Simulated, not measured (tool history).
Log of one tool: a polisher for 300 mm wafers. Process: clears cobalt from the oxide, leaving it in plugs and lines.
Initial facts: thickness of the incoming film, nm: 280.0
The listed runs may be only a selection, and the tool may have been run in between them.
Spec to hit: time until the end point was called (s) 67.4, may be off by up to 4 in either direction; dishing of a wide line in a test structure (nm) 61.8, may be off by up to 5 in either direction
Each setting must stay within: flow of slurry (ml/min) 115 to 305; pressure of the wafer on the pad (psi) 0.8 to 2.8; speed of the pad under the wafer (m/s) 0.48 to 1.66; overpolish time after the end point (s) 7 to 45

run,hour,flow of slurry (ml/min),pressure of the wafer on the pad (psi),speed of the pad under the wafer (m/s),overpolish time after the end point (s),time until the end point was called (s),dishing of a wide line in a test structure (nm)
1,0,195,1.8,1.06,23,47.995,59.127
2,3.2,195,1.7,1.04,25,50.041,58.343
3,7.3,195,1.7,1.3,25,41.107,60.169
4,14.9,195,1.5,1.26,29,46.142,62.155
5,16.1,195,1.2,1.26,29,59.839,60.921
6,17.1,195,1.2,1.26,24,59.8,55.198
7,17.8,195,1.2,1.26,26,59.103,55.989
8,21.8,195,1.2,1.26,28,59.784,57.355
9,28.7,195,1.2,1.26,30,60.125,59.267

Which of these 4 next moves meets every target?
A,35.6,235,1.2,1.36,32,?,?
B,35.6,225,1.3,0.98,38,?,?
C,35.6,140,1.8,1.1,26,?,?
D,35.6,180,1.5,1.18,24,?,?

move,time until the end point was called (s),dishing of a wide line in a test structure (nm)
A,54.194,63.338
B,69.372,62.495
C,48.515,61.762
D,51.95,59.295
A: the biggest miss grows against the last run
B: meets every target
C: the biggest miss grows against the last run
D: the biggest miss grows against the last run
Answer: B
